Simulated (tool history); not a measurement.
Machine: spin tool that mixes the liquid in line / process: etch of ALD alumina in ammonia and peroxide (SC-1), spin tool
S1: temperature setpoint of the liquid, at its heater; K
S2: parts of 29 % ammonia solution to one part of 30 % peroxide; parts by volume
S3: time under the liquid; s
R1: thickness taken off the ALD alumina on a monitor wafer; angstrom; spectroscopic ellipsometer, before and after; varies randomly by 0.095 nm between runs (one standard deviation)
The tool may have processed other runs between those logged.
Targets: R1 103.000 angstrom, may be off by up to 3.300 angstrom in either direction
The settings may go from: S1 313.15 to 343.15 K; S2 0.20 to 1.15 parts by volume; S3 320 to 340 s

run	hour	S1	S2	S3	R1
1	0.0	329.15	0.65	320	168.380
2	1.6	334.15	0.65	320	221.080
3	4.5	328.15	0.65	320	161.710
4	10.3	328.15	0.65	340	171.410
5	17.5	331.65	0.65	340	203.700
6	25.3	329.15	0.65	340	179.980
7	28.9	327.15	0.65	340	161.110
8	33.7	327.15	0.65	340	159.210
9	42.6	325.65	0.65	340	149.370
10	48.8	324.65	0.65	340	141.200
11	55.4	323.65	0.65	340	136.340
12	59.2	322.65	0.65	340	129.120
13	62.6	322.15	0.65	340	124.600
14	63.9	321.65	0.65	340	120.920
15	66.3	318.15	0.65	340	97.208

Below are 4 possible settings for the next run. Only one of them brings all results inside the allowed miss of their targets. Which is it?
A	68.7	318.65	0.70	320	?
B	68.7	320.65	0.60	330	?
C	68.7	317.15	0.75	330	?
D	68.7	319.15	0.75	335	?

move	R1
A	95.365
B	108.480
C	90.876
D	103.380
A: misses by more than the last run did
B: pushes the last run's worst result past its target
C: misses by more than the last run did
D: each result inside its tolerance
The move that meets every target is D.

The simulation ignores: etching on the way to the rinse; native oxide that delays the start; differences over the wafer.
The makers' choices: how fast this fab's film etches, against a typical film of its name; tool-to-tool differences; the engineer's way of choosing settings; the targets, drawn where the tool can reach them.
